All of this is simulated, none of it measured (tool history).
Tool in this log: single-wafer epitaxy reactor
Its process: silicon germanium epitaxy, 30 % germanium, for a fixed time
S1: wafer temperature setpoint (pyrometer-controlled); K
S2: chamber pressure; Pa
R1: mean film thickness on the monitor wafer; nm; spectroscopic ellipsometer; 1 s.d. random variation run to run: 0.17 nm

| run | hour | S1 | S2 | R1 |
|---|---|---|---|---|
| 1 | 0 | 858.15 | 2666 | 44.793 |
| 2 | 6.5 | 858.15 | 3080 | 46.7 |
| 3 | 10.4 | 853.15 | 3080 | 42.957 |
| 4 | 13.4 | 857.15 | 3093 | 45.934 |
| 5 | 21.7 | 852.15 | 3093 | 41.89 |
| 6 | 26.9 | 852.15 | 2786 | 41.004 |
| 7 | 33.7 | 856.15 | 2813 | 43.939 |
| 8 | 34.6 | 859.15 | 2826 | 45.923 |
| 9 | 36 | 862.15 | 2840 | 48.758 |
| 10 | 37.8 | 864.15 | 2853 | 50.401 |

Run 11 comes next. What will it give?
| 11 | 38.6 | 865.15 | 2866 | ? |

Run 11 yielded R1 51.388 nm.
